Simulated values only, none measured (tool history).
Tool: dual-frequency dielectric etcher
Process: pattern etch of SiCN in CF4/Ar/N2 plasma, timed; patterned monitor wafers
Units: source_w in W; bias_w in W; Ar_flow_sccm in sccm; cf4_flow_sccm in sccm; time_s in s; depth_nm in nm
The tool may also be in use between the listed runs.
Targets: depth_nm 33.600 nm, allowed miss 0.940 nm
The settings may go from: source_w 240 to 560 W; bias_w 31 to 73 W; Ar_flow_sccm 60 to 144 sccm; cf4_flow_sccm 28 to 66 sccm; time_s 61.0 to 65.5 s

run  hour  source_w  bias_w  Ar_flow_sccm  cf4_flow_sccm  time_s  depth_nm
  1   0.0       400      52           102             47    65.5    42.200
  2   6.9       400      52           102             47    61.0    39.330
  3  14.0       380      52           102             47    61.0    37.165
  4  16.4       370      52           102             47    61.0    36.279
  5  22.9       370      52           102             47    61.0    36.000
  6  31.8       370      52            84             47    61.0    37.674
  7  35.5       360      52            84             47    61.0    36.377
  8  44.0       350      52            84             47    61.0    35.335

4 next moves are on the table. One of them brings every result within its allowed miss. Which?
  A  52.5       320      61            91             56    61.0         ?
  B  52.5       360      49            87             51    62.0         ?
  C  52.5       350      47            60             33    65.5         ?
  D  52.5       380      43           102             58    61.0         ?

move  depth_nm
   A    33.741
   B    36.601
   C    37.072
   D    36.679
A: meets every target
B: further off than the last run
C: further off than the last run
D: further off than the last run
Answer: A
